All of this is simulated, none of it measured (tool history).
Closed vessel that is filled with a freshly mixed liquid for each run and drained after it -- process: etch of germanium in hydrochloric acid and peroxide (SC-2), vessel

run    day  temperature setpoint of the liquid (C)  parts of water to one part each of 37 % hydrochloric acid and 30 % peroxide (parts by volume)  time in the liquid (s)  thickness taken off the germanium on a monitor wafer (nm)
  1      0                                      59                                                                                              5                      95                                                      356.8
  2  0.354                                      59                                                                                            4.5                      95                                                      359.6
  3  0.662                                      58                                                                                            4.5                      95                                                     346.85
  4  0.712                                      57                                                                                            4.5                      95                                                     340.59
  5  0.888                                      56                                                                                            4.5                      95                                                     329.57
  6  1.154                                      55                                                                                            4.5                      95                                                     317.39
  7  1.433                                    54.5                                                                                            4.5                      95                                                        310
  8  1.546                                      54                                                                                            4.5                      95                                                     308.17
  9  1.879                                    53.5                                                                                            4.5                      95                                                     306.78
 10  2.079                                      53                                                                                            4.5                      95                                                     299.62

What does the tool deliver on the next run?
 11  2.196                                    52.5                                                                                            4.5                      95                                                          ?

{"run 11": {"thickness taken off the germanium on a monitor wafer (nm)": 291.5}}

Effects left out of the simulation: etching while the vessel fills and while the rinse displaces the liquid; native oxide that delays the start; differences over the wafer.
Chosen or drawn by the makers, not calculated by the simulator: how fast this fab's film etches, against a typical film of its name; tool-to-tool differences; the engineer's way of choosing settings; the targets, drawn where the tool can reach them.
